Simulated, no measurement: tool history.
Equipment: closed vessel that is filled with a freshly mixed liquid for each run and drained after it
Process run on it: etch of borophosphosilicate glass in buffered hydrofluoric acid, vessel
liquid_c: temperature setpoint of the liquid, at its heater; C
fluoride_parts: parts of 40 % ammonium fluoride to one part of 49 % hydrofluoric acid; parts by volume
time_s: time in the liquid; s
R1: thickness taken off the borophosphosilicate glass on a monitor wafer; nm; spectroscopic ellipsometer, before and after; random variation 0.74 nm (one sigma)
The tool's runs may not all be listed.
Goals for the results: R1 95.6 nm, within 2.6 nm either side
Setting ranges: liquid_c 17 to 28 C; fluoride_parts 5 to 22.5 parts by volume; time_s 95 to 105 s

Run 1, day 0: liquid_c 20 C, fluoride_parts 13.5 parts by volume, time_s 95 s. Result: R1 134.21 nm.
Run 2, day 0.092: liquid_c 19.5 C, fluoride_parts 14 parts by volume, time_s 95 s. Result: R1 126.04 nm.
Run 3, day 0.312: liquid_c 19 C, fluoride_parts 14.5 parts by volume, time_s 95 s. Result: R1 117.58 nm.
Run 4, day 0.45: liquid_c 18.5 C, fluoride_parts 15 parts by volume, time_s 95 s. Result: R1 110.41 nm.
Run 5, day 0.658: liquid_c 18.5 C, fluoride_parts 12 parts by volume, time_s 95 s. Result: R1 138.23 nm.
Run 6, day 0.696: liquid_c 18.5 C, fluoride_parts 12 parts by volume, time_s 95 s. Result: R1 138.77 nm.
Run 7, day 0.988: liquid_c 18 C, fluoride_parts 13 parts by volume, time_s 95 s. Result: R1 125.26 nm.
Run 8, day 1.254: liquid_c 17.5 C, fluoride_parts 13.5 parts by volume, time_s 95 s. Result: R1 114.82 nm.
Run 9, day 1.583: liquid_c 17.5 C, fluoride_parts 14 parts by volume, time_s 95 s. Result: R1 111.92 nm.
Run 10, day 1.767: liquid_c 17.5 C, fluoride_parts 14.5 parts by volume, time_s 95 s. Result: R1 108.21 nm.
Run 11, day 1.996: liquid_c 17.5 C, fluoride_parts 15 parts by volume, time_s 95 s. Result: R1 105.16 nm.

Which one of the following 5 next-run settings gets every result inside its allowed miss? There is exactly one.
Run A, day 2.225: liquid_c 18 C, fluoride_parts 17 parts by volume, time_s 100 s. Result: R1 ?.
Run B, day 2.225: liquid_c 17 C, fluoride_parts 15.5 parts by volume, time_s 100 s. Result: R1 ?.
Run C, day 2.225: liquid_c 17 C, fluoride_parts 15 parts by volume, time_s 95 s. Result: R1 ?.
Run D, day 2.225: liquid_c 18.5 C, fluoride_parts 16 parts by volume, time_s 100 s. Result: R1 ?.
Run E, day 2.225: liquid_c 18 C, fluoride_parts 17 parts by volume, time_s 95 s. Result: R1 ?.

move      R1
   A   100.2
   B  103.79
   C  101.85
   D  109.42
   E  95.188
A: gains on the last run, yet a result remains outside its allowed miss
B: gains on the last run, yet a result remains outside its allowed miss
C: gains on the last run, yet a result remains outside its allowed miss
D: its largest miss is bigger than the last run's
E: all results in spec
E meets every target.

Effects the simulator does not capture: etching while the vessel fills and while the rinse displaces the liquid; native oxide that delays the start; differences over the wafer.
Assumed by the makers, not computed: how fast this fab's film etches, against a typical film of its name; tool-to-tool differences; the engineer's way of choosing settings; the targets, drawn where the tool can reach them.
